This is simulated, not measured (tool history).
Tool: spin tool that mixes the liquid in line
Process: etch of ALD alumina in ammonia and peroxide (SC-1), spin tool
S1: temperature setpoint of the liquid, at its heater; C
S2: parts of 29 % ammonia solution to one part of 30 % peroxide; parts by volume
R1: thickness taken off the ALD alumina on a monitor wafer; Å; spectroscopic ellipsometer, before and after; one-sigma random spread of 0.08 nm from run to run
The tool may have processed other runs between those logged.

Run 1, hour 0: S1 56 C, S2 0.45 parts by volume, time under the liquid (s) 275. Result: R1 185.75 Å.
Run 2, hour 1: S1 53.5 C, S2 0.45 parts by volume, time under the liquid (s) 275. Result: R1 163.06 Å.
Run 3, hour 7.5: S1 51.5 C, S2 0.45 parts by volume, time under the liquid (s) 275. Result: R1 145.54 Å.
Run 4, hour 14.5: S1 51.5 C, S2 0.4 parts by volume, time under the liquid (s) 275. Result: R1 143.52 Å.
Run 5, hour 20.6: S1 55 C, S2 0.4 parts by volume, time under the liquid (s) 275. Result: R1 176.96 Å.
Run 6, hour 27.5: S1 61 C, S2 0.4 parts by volume, time under the liquid (s) 275. Result: R1 242.3 Å.
At hour 32.2: heated supply line repaired.
Run 7, hour 32.2: S1 57 C, S2 0.4 parts by volume, time under the liquid (s) 275. Result: R1 241.9 Å.
Run 8, hour 34.2: S1 49 C, S2 0.25 parts by volume, time under the liquid (s) 275. Result: R1 149.33 Å.
Run 9, hour 40.5: S1 48 C, S2 0.25 parts by volume, time under the liquid (s) 275. Result: R1 141.99 Å.
Run 10, hour 42.5: S1 47 C, S2 0.25 parts by volume, time under the liquid (s) 275. Result: R1 133.75 Å.
Run 11, hour 45.1: S1 47 C, S2 0.25 parts by volume, time under the liquid (s) 275. Result: R1 133.39 Å.

Estimate the outcome of run 12 from the log above:
Run 12, hour 52.7: S1 44 C, S2 0.25 parts by volume, time under the liquid (s) 275. Result: R1 ?.

R1: 113.11 Å

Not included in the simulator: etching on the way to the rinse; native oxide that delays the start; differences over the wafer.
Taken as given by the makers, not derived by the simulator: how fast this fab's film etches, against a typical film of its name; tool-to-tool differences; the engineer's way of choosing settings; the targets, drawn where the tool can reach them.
